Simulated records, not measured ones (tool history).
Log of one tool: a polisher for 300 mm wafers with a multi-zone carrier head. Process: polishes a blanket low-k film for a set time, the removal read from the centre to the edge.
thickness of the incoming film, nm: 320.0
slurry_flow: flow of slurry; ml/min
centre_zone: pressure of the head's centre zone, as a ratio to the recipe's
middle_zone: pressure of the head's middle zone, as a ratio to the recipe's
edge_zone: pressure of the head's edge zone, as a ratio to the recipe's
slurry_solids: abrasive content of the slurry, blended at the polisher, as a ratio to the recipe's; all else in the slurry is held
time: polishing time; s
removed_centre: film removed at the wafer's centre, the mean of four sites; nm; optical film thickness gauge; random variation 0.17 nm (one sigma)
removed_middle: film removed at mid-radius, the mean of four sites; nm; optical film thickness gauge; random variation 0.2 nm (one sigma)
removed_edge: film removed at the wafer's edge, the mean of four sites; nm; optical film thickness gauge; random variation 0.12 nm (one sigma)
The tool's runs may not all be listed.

run	hour	slurry_flow	centre_zone	middle_zone	edge_zone	slurry_solids	time	removed_centre	removed_middle	removed_edge
1	0.0	185	1.00	1.00	1.00	1.00	51	17.192	17.345	17.791
2	3.3	150	1.00	1.00	1.00	1.00	51	16.435	16.620	17.019
3	11.1	145	1.00	1.00	0.99	0.95	51	16.169	16.111	16.352
4	15.1	140	1.00	0.99	0.98	0.95	51	15.922	15.697	16.513
5	22.2	140	0.96	0.99	0.98	0.95	51	15.105	15.624	16.192
6	24.7	140	0.97	0.99	0.97	0.90	51	15.256	15.728	15.956

Forecast run 7:
7	30.5	140	1.00	0.90	0.87	0.65	50	?	?	?

{"run 7": {"removed_centre": 13.195, "removed_middle": 11.949, "removed_edge": 13.156}}

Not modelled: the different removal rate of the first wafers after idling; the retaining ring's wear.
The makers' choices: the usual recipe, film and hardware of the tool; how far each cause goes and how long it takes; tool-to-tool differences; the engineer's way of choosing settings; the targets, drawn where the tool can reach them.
